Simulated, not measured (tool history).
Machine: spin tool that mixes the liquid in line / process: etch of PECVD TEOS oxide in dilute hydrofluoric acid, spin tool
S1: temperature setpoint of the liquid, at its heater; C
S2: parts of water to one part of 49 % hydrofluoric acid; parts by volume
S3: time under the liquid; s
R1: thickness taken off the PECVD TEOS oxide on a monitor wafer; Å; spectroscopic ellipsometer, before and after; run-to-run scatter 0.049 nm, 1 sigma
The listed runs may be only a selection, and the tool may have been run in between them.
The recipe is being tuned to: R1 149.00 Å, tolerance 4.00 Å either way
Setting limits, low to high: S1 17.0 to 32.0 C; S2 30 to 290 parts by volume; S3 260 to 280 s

run    day    S1   S2   S3      R1
  1  0.000  24.0  160  260  214.89
  2  0.088  21.0  160  260  191.36
  3  0.242  21.0  180  260  166.28
  4  0.362  21.0  130  260  244.03
  5  0.712  21.0  130  260  244.60
  6  1.046  20.5  140  260  219.05
  7  1.229  20.0  145  260  205.57
  8  1.529  19.5  150  260  193.06
  9  1.571  19.0  155  260  183.34
 10  1.908  18.5  160  260  173.41
 11  2.088  18.0  160  260  168.62
 12  2.238  18.0  160  260  169.44

Exercise: of the 5 proposed moves below, exactly one satisfies all targets within the stated allowed misses. Which move is it?
  A  2.388  17.5  180  265   ?
  B  2.388  17.0  160  260   ?
  C  2.388  18.5  170  260   ?
  D  2.388  20.0  185  265   ?
  E  2.388  20.5  185  265   ?

move      R1
   A  147.67
   B  162.64
   C  161.27
   D  158.12
   E  161.28
A: all results land within tolerance of their targets
B: closes in on the targets versus the last run, not all within tolerance yet
C: closes in on the targets versus the last run, not all within tolerance yet
D: closes in on the targets versus the last run, not all within tolerance yet
E: closes in on the targets versus the last run, not all within tolerance yet
Correct choice: A, which meets every target

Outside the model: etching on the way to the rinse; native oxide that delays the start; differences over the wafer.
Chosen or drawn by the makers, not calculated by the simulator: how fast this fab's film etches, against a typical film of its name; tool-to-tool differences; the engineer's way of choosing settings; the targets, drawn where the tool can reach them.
